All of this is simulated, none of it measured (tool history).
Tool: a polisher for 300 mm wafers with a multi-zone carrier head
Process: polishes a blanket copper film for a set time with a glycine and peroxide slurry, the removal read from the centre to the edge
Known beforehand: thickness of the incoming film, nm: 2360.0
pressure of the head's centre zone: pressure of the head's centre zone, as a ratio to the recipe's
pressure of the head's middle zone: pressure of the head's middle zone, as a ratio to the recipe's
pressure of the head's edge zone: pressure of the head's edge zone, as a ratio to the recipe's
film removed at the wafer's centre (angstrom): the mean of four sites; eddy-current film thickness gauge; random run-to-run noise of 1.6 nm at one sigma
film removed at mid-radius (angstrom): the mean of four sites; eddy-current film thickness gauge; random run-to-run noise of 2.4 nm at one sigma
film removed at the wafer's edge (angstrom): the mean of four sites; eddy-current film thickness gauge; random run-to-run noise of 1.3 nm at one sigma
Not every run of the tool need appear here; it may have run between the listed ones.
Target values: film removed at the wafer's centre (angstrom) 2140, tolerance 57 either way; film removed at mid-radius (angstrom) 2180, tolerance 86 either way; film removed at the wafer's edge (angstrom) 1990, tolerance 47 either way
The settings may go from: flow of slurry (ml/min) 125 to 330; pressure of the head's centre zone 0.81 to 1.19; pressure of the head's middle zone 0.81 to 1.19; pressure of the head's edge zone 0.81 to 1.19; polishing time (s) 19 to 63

run  hour  flow of slurry (ml/min)  pressure of the head's centre zone  pressure of the head's middle zone  pressure of the head's edge zone  polishing time (s)  film removed at the wafer's centre (angstrom)  film removed at mid-radius (angstrom)  film removed at the wafer's edge (angstrom)
  1     0                      210                                   1                                   1                                 1                  41                                         1407.9                                 1443.9                                       1437.9
  2   3.3                      210                                   1                                   1                              1.07                  41                                         1386.4                                 1457.6                                       1491.6
  3   6.6                      210                                   1                                1.03                              1.07                  41                                         1384.7                                   1511                                       1478.6
  4  13.2                      220                                1.03                                1.04                              1.09                  43                                         1517.7                                 1605.1                                       1581.6
  5    17                      220                                1.03                                1.04                              1.09                  37                                         1313.5                                 1352.5                                       1344.8
  6    25                      230                                1.05                                1.06                               1.1                  39                                         1408.2                                 1448.9                                         1412
  7    30                      235                                1.07                                1.07                              1.11                  41                                         1529.9                                 1548.6                                       1523.8
  8  38.3                      240                                1.08                                1.09                              1.12                  43                                         1599.3                                 1670.6                                       1603.3
  9  39.9                      250                                 1.1                                 1.1                              1.13                  44                                         1683.8                                 1718.3                                       1644.5
 10    45                      280                                1.15                                1.19                              1.18                  53                                         2188.2                                 2214.3                                       2080.3
 11    47                      280                                1.15                                1.19                              1.18                  53                                           2153                                 2254.3                                       2046.2

Which of these 4 next moves meets every target?
  A    49                      220                                1.18                                1.19                              1.17                  53                                              ?                                      ?                                            ?
  B    49                      300                                1.07                                1.19                              1.06                  55                                              ?                                      ?                                            ?
  C    49                      270                                1.11                                1.16                              1.18                  54                                              ?                                      ?                                            ?
  D    49                      295                                1.12                                1.08                              1.19                  55                                              ?                                      ?                                            ?

move  film removed at the wafer's centre (angstrom)  film removed at mid-radius (angstrom)  film removed at the wafer's edge (angstrom)
   A                                         2139.9                                 2183.8                                       2025.1
   B                                         2097.3                                 2354.1                                       2055.5
   C                                         2109.8                                 2234.7                                       2114.3
   D                                         2190.1                                   2161                                         2181
A: hits every target within its allowed miss
B: its largest miss is bigger than the last run's
C: its largest miss is bigger than the last run's
D: its largest miss is bigger than the last run's
Go with A: it meets all targets.

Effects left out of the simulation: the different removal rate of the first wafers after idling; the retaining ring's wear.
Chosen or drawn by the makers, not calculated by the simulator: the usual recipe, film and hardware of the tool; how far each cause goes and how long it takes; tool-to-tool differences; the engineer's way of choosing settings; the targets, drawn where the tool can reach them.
